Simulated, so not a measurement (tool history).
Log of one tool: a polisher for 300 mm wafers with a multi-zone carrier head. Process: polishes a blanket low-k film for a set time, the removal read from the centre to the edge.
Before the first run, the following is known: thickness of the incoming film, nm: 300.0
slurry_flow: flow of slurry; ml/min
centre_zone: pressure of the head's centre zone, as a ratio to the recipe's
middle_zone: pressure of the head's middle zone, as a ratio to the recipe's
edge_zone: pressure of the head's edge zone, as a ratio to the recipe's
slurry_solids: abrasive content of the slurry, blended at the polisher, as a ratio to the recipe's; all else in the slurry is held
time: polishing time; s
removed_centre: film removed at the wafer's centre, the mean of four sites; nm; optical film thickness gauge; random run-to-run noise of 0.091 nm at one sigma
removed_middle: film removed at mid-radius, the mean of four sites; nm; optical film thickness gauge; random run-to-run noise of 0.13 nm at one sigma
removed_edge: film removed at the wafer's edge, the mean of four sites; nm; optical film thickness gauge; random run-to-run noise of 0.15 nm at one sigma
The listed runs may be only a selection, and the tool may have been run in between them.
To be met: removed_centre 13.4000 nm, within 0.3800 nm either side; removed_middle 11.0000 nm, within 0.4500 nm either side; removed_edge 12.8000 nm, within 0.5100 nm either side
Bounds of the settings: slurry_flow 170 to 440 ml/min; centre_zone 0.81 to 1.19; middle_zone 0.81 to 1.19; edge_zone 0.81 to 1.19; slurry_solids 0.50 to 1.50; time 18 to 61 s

Run 1, hour 0.0: slurry_flow 280 ml/min, centre_zone 1.00, middle_zone 1.00, edge_zone 1.00, slurry_solids 1.00, time 39 s. Result: removed_centre 9.1172 nm, removed_middle 9.0434 nm, removed_edge 9.1059 nm.
Run 2, hour 7.8: slurry_flow 280 ml/min, centre_zone 1.00, middle_zone 1.00, edge_zone 1.00, slurry_solids 1.10, time 39 s. Result: removed_centre 9.5289 nm, removed_middle 9.4963 nm, removed_edge 9.3648 nm.
Run 3, hour 14.3: slurry_flow 280 ml/min, centre_zone 1.00, middle_zone 1.00, edge_zone 1.00, slurry_solids 1.20, time 39 s. Result: removed_centre 9.9829 nm, removed_middle 9.7018 nm, removed_edge 9.8593 nm.
Run 4, hour 19.8: slurry_flow 285 ml/min, centre_zone 1.02, middle_zone 0.99, edge_zone 1.04, slurry_solids 1.30, time 39 s. Result: removed_centre 10.5950 nm, removed_middle 10.3840 nm, removed_edge 10.6350 nm.
Run 5, hour 21.7: slurry_flow 295 ml/min, centre_zone 1.06, middle_zone 0.96, edge_zone 1.07, slurry_solids 1.35, time 39 s. Result: removed_centre 11.1960 nm, removed_middle 10.1050 nm, removed_edge 10.8720 nm.
Run 6, hour 24.8: slurry_flow 295 ml/min, centre_zone 1.06, middle_zone 0.96, edge_zone 1.07, slurry_solids 1.35, time 48 s. Result: removed_centre 13.8780 nm, removed_middle 12.6760 nm, removed_edge 13.2760 nm.
Run 7, hour 31.2: slurry_flow 290 ml/min, centre_zone 1.06, middle_zone 0.93, edge_zone 1.07, slurry_solids 1.35, time 48 s. Result: removed_centre 13.7350 nm, removed_middle 12.2710 nm, removed_edge 13.1370 nm.
Run 8, hour 35.2: slurry_flow 285 ml/min, centre_zone 1.06, middle_zone 0.91, edge_zone 1.07, slurry_solids 1.35, time 48 s. Result: removed_centre 13.7750 nm, removed_middle 12.0340 nm, removed_edge 13.2350 nm.
Run 9, hour 44.0: slurry_flow 280 ml/min, centre_zone 1.06, middle_zone 0.89, edge_zone 1.06, slurry_solids 1.35, time 48 s. Result: removed_centre 13.7380 nm, removed_middle 11.7300 nm, removed_edge 13.4120 nm.
Run 10, hour 49.7: slurry_flow 280 ml/min, centre_zone 1.06, middle_zone 0.89, edge_zone 1.05, slurry_solids 1.35, time 48 s. Result: removed_centre 13.9390 nm, removed_middle 11.6240 nm, removed_edge 13.0960 nm.
Run 11, hour 56.6: slurry_flow 275 ml/min, centre_zone 1.05, middle_zone 0.88, edge_zone 1.05, slurry_solids 1.35, time 48 s. Result: removed_centre 13.6250 nm, removed_middle 11.5170 nm, removed_edge 13.0850 nm.

Of the 4 settings listed for the next run, only one would bring every result within its allowed miss of target. Which one?
Run A, hour 63.5: slurry_flow 310 ml/min, centre_zone 1.06, middle_zone 0.86, edge_zone 1.03, slurry_solids 1.40, time 46 s. Result: removed_centre ?, removed_middle ?, removed_edge ?.
Run B, hour 63.5: slurry_flow 345 ml/min, centre_zone 1.05, middle_zone 1.05, edge_zone 1.04, slurry_solids 1.25, time 44 s. Result: removed_centre ?, removed_middle ?, removed_edge ?.
Run C, hour 63.5: slurry_flow 250 ml/min, centre_zone 1.03, middle_zone 0.88, edge_zone 1.07, slurry_solids 1.40, time 46 s. Result: removed_centre ?, removed_middle ?, removed_edge ?.
Run D, hour 63.5: slurry_flow 220 ml/min, centre_zone 1.09, middle_zone 1.05, edge_zone 0.95, slurry_solids 1.35, time 45 s. Result: removed_centre ?, removed_middle ?, removed_edge ?.

move  removed_centre  removed_middle  removed_edge
   A         13.6710         11.0840       13.1730
   B         12.4730         12.0390       12.0980
   C         12.9220         11.0190       13.1420
   D         12.9280         12.0830       11.8310
A: every result lands within tolerance
B: misses by more than the last run did
C: brings the result that was furthest off to its target, and leaves another outside
D: misses by more than the last run did
So the answer is move A, the one that meets all the targets.
